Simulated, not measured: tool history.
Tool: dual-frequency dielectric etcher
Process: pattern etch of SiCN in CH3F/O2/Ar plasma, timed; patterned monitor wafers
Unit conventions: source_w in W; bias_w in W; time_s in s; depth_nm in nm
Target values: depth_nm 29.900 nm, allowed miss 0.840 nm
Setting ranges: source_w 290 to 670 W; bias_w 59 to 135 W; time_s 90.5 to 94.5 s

| run | hour | source_w | bias_w | time_s | depth_nm |
|---|---|---|---|---|---|
| 1 | 0.0 | 480 | 97 | 90.5 | 40.941 |
| 2 | 7.0 | 480 | 83 | 90.5 | 38.121 |
| 3 | 12.4 | 480 | 93 | 90.5 | 39.821 |
| 4 | 17.6 | 450 | 88 | 90.5 | 38.597 |
| 5 | 20.1 | 450 | 88 | 94.5 | 40.050 |
| 6 | 23.4 | 430 | 84 | 94.0 | 38.052 |
| 7 | 27.8 | 410 | 81 | 93.5 | 36.481 |
| 8 | 32.4 | 310 | 62 | 91.0 | 27.511 |
| 9 | 37.5 | 380 | 64 | 91.0 | 30.845 |

Exactly one of the 5 candidate moves below puts every result within its allowed miss. Which one?
| A | 42.6 | 360 | 59 | 94.5 | ? |
| B | 42.6 | 450 | 59 | 90.5 | ? |
| C | 42.6 | 430 | 59 | 94.5 | ? |
| D | 42.6 | 430 | 62 | 90.5 | ? |
| E | 42.6 | 360 | 69 | 92.5 | ? |

| move | depth_nm |
|---|---|
| A | 30.369 |
| B | 32.032 |
| C | 32.801 |
| D | 32.141 |
| E | 31.989 |
A: each result inside its tolerance
B: moves away from the targets compared with the last run
C: moves away from the targets compared with the last run
D: moves away from the targets compared with the last run
E: moves away from the targets compared with the last run
A is the move that brings every result within its allowed miss.

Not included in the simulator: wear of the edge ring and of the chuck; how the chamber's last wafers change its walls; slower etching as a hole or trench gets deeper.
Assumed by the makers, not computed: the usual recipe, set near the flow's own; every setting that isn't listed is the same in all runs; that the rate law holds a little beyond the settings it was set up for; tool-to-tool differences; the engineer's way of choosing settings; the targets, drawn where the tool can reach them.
